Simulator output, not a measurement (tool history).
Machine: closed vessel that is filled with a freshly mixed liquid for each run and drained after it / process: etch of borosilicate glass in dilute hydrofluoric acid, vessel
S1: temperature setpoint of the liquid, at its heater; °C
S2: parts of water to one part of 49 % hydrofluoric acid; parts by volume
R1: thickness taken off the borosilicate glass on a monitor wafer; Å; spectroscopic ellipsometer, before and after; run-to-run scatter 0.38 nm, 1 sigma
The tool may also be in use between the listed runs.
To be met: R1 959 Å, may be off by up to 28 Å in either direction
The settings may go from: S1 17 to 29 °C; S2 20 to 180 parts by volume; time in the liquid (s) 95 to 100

{"run": 1, "day": 0.0, "S1": 21, "S2": 100, "time in the liquid (s)": 95, "R1": 245.53}
{"run": 2, "day": 0.075, "S1": 21, "S2": 125, "time in the liquid (s)": 95, "R1": 190.77}
{"run": 3, "day": 0.192, "S1": 22, "S2": 110, "time in the liquid (s)": 95, "R1": 230.49}
{"run": 4, "day": 0.312, "S1": 22, "S2": 75, "time in the liquid (s)": 95, "R1": 355.61}
{"run": 5, "day": 0.567, "S1": 22, "S2": 50, "time in the liquid (s)": 95, "R1": 549.44}
{"run": 6, "day": 0.767, "S1": 23, "S2": 45, "time in the liquid (s)": 95, "R1": 636.82}
{"run": 7, "day": 0.996, "S1": 23.5, "S2": 45, "time in the liquid (s)": 95, "R1": 652.61}
{"run": 8, "day": 1.046, "S1": 24, "S2": 45, "time in the liquid (s)": 95, "R1": 668.1}
{"run": 9, "day": 1.271, "S1": 24.5, "S2": 45, "time in the liquid (s)": 95, "R1": 675.49}
{"run": 10, "day": 1.45, "S1": 25, "S2": 45, "time in the liquid (s)": 95, "R1": 689.72}
{"run": 11, "day": 1.525, "S1": 25.5, "S2": 45, "time in the liquid (s)": 95, "R1": 709.37}
{"run": 12, "day": 1.762, "S1": 26, "S2": 45, "time in the liquid (s)": 95, "R1": 719.68}
{"run": 13, "day": 2.025, "S1": 26.5, "S2": 45, "time in the liquid (s)": 95, "R1": 733.53}
{"run": 14, "day": 2.229, "S1": 27, "S2": 45, "time in the liquid (s)": 95, "R1": 755.18}
{"run": 15, "day": 2.458, "S1": 28, "S2": 40, "time in the liquid (s)": 95, "R1": 882.38}
{"run": 16, "day": 2.55, "S1": 28.5, "S2": 40, "time in the liquid (s)": 95, "R1": 903.79}
{"run": 17, "day": 2.583, "S1": 29, "S2": 40, "time in the liquid (s)": 95, "R1": 918.24}
{"run": 18, "day": 2.779, "S1": 29, "S2": 35, "time in the liquid (s)": 95, "R1": 1064.2}
{"run": 19, "day": 3.121, "S1": 28, "S2": 35, "time in the liquid (s)": 95, "R1": 1019.4}

Which one of the following 5 next-run settings gets every result inside its allowed miss? There is exactly one.
{"run": "A", "day": 3.462, "S1": 28, "S2": 35, "time in the liquid (s)": 100, "R1": "?"}
{"run": "B", "day": 3.462, "S1": 29, "S2": 35, "time in the liquid (s)": 95, "R1": "?"}
{"run": "C", "day": 3.462, "S1": 28.5, "S2": 35, "time in the liquid (s)": 95, "R1": "?"}
{"run": "D", "day": 3.462, "S1": 29, "S2": 35, "time in the liquid (s)": 100, "R1": "?"}
{"run": "E", "day": 3.462, "S1": 29, "S2": 40, "time in the liquid (s)": 100, "R1": "?"}

move=A R1=1068.4
move=B R1=1056.7
move=C R1=1035.6
move=D R1=1112.3
move=E R1=965.84
A: further off than the last run
B: further off than the last run
C: further off than the last run
D: further off than the last run
E: every result within its allowed miss
Move E is the one to make.
